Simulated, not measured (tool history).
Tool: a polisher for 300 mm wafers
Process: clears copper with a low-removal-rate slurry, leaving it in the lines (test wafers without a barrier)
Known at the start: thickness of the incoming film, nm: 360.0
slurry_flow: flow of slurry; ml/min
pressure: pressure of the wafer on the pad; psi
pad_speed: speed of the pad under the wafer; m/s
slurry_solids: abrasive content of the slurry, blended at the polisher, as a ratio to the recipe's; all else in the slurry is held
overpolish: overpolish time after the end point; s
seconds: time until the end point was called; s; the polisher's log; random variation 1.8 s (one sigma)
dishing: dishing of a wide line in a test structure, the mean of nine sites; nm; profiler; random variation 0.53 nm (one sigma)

| run | hour | slurry_flow | pressure | pad_speed | slurry_solids | overpolish | seconds | dishing |
|---|---|---|---|---|---|---|---|---|
| 1 | 0.0 | 285 | 3.4 | 1.18 | 1.00 | 29 | 94.841 | 41.995 |
| 2 | 1.4 | 285 | 3.4 | 1.18 | 0.90 | 29 | 100.720 | 41.671 |
| 3 | 5.0 | 285 | 3.4 | 1.42 | 0.90 | 29 | 81.064 | 44.660 |
| 4 | 10.9 | 285 | 3.0 | 1.40 | 0.90 | 32 | 91.464 | 42.667 |
| 5 | 13.5 | 285 | 3.0 | 1.40 | 1.05 | 32 | 89.991 | 43.263 |
| 6 | 18.0 | 285 | 3.0 | 1.40 | 1.05 | 43 | 91.555 | 47.348 |

Run 7 comes next. What will it give?
| 7 | 19.5 | 285 | 2.7 | 1.38 | 1.05 | 44 | ? | ? |

Run 7 gave seconds 100.010 s, dishing 45.358 nm.
